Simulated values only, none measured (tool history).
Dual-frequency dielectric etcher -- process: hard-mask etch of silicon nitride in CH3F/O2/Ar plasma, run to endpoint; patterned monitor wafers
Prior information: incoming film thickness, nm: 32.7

| run | hour | source power (kW) | bias power (kW) | endpoint time (s) |
|---|---|---|---|---|
| 1 | 0 | 0.3 | 0.054 | 66.259 |
| 2 | 5.6 | 0.32 | 0.055 | 63.854 |
| 3 | 9.1 | 0.32 | 0.05 | 66.576 |
| 4 | 16.6 | 0.34 | 0.051 | 63.62 |
| 5 | 18.7 | 0.34 | 0.055 | 62.073 |
| 6 | 25.5 | 0.34 | 0.062 | 58.982 |
| 7 | 32.3 | 0.34 | 0.062 | 59.005 |

Estimate the outcome of run 8 from the log above:
| 8 | 40.4 | 0.35 | 0.062 | ? |

{"run 8": {"endpoint time (s)": 58.272}}
